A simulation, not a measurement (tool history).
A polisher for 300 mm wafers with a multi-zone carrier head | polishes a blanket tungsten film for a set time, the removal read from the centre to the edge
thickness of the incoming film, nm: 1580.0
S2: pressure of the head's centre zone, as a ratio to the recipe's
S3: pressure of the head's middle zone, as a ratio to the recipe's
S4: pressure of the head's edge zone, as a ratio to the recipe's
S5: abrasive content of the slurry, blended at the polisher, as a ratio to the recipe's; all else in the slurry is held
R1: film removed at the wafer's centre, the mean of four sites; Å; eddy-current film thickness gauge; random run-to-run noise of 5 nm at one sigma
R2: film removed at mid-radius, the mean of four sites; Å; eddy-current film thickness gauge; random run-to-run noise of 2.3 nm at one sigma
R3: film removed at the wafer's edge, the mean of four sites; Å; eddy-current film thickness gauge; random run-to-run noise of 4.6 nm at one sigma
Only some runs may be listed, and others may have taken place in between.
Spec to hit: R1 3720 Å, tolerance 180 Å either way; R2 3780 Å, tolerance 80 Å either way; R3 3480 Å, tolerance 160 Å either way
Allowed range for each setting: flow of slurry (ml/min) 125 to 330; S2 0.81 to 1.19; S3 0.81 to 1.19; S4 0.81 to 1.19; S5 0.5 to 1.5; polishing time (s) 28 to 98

Run 1, hour 0: flow of slurry (ml/min) 210, S2 1, S3 1, S4 1, S5 1, polishing time (s) 63. Result: R1 3480.4 Å, R2 3392.5 Å, R3 3382.5 Å.
Run 2, hour 1.6: flow of slurry (ml/min) 220, S2 1, S3 1.01, S4 1, S5 1, polishing time (s) 63. Result: R1 3545.1 Å, R2 3394.2 Å, R3 3338.8 Å.
Run 3, hour 7.8: flow of slurry (ml/min) 220, S2 1, S3 1.02, S4 1.01, S5 1, polishing time (s) 63. Result: R1 3568.5 Å, R2 3441.7 Å, R3 3439.2 Å.
Run 4, hour 16.7: flow of slurry (ml/min) 220, S2 1, S3 1.02, S4 1.01, S5 1.1, polishing time (s) 63. Result: R1 3534.3 Å, R2 3537.8 Å, R3 3546.7 Å.
Run 5, hour 21.3: flow of slurry (ml/min) 220, S2 1, S3 1.02, S4 1.01, S5 0.9, polishing time (s) 63. Result: R1 3463 Å, R2 3342.7 Å, R3 3248.6 Å.
Run 6, hour 25.8: flow of slurry (ml/min) 170, S2 1, S3 1.02, S4 1.01, S5 0.9, polishing time (s) 63. Result: R1 3333.3 Å, R2 3262.6 Å, R3 3224.7 Å.
Run 7, hour 28.8: flow of slurry (ml/min) 180, S2 1, S3 1.04, S4 1.02, S5 0.9, polishing time (s) 63. Result: R1 3325.7 Å, R2 3326.7 Å, R3 3263.2 Å.
Run 8, hour 35.3: flow of slurry (ml/min) 190, S2 1.01, S3 1.05, S4 1.02, S5 0.9, polishing time (s) 63. Result: R1 3336.8 Å, R2 3361.1 Å, R3 3299.8 Å.
Run 9, hour 41.3: flow of slurry (ml/min) 190, S2 1.01, S3 1.05, S4 1.02, S5 0.9, polishing time (s) 63. Result: R1 3241.1 Å, R2 3360 Å, R3 3185.7 Å.
Run 10, hour 45.1: flow of slurry (ml/min) 200, S2 1.02, S3 1.05, S4 1.02, S5 0.95, polishing time (s) 63. Result: R1 3435.9 Å, R2 3448.8 Å, R3 3270.3 Å.
Run 11, hour 47.8: flow of slurry (ml/min) 210, S2 1.02, S3 1.05, S4 1.03, S5 0.95, polishing time (s) 63. Result: R1 3546.4 Å, R2 3448.6 Å, R3 3345.3 Å.
Run 12, hour 50: flow of slurry (ml/min) 270, S2 1, S3 1.13, S4 1.03, S5 0.95, polishing time (s) 63. Result: R1 3515.2 Å, R2 3766.9 Å, R3 3396.9 Å.

4 candidate next runs follow, results not yet known. Just one meets every target within its allowed miss. Identify it.
Run A, hour 52.2: flow of slurry (ml/min) 315, S2 1.06, S3 1.13, S4 1.07, S5 1.05, polishing time (s) 60. Result: R1 ?, R2 ?, R3 ?.
Run B, hour 52.2: flow of slurry (ml/min) 150, S2 0.93, S3 1.1, S4 0.98, S5 0.95, polishing time (s) 68. Result: R1 ?, R2 ?, R3 ?.
Run C, hour 52.2: flow of slurry (ml/min) 240, S2 1.06, S3 1.16, S4 1.05, S5 1.05, polishing time (s) 57. Result: R1 ?, R2 ?, R3 ?.
Run D, hour 52.2: flow of slurry (ml/min) 250, S2 0.88, S3 1.05, S4 1, S5 0.85, polishing time (s) 68. Result: R1 ?, R2 ?, R3 ?.

move      R1      R2      R3
   A  3748.6  3764.3  3473.4
   B  3313.3  3746.8    3454
   C  3467.1  3570.4  3208.6
   D  3207.2    3663    3499
A: in spec on every target
B: lands further from the targets than the last run did
C: lands further from the targets than the last run did
D: lands further from the targets than the last run did
So the answer is move A, the one that meets all the targets.

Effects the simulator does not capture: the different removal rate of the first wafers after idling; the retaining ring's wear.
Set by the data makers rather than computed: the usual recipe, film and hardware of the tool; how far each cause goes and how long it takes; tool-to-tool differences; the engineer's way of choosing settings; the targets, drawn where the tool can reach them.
